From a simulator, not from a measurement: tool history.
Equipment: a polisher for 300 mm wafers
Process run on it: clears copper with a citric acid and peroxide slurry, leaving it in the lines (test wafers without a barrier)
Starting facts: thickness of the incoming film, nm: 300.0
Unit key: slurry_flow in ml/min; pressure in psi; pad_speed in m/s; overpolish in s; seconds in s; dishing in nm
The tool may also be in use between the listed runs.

run,day,slurry_flow,pressure,pad_speed,slurry_solids,overpolish,seconds,dishing
1,0.000,270,3.1,0.92,1.0,26,147.150,37.897
2,0.142,270,3.8,0.92,1.0,26,118.380,43.886
3,0.392,270,4.6,0.92,1.0,26,99.875,51.851
4,0.550,320,4.6,0.92,1.0,26,95.431,53.166
5,0.738,310,4.2,0.92,1.0,29,108.670,53.927
6,0.829,310,4.0,0.92,1.0,31,111.700,53.274
7,1.062,305,3.7,0.92,1.0,34,119.520,54.207
8,1.179,305,3.7,0.92,1.0,34,119.770,53.371
9,1.221,305,3.5,0.92,1.0,36,128.190,55.468

Run 10 comes next. What will it give?
10,1.300,300,2.9,0.92,1.0,41,?,?

{"run 10": {"seconds": 151.25, "dishing": 51.153}}

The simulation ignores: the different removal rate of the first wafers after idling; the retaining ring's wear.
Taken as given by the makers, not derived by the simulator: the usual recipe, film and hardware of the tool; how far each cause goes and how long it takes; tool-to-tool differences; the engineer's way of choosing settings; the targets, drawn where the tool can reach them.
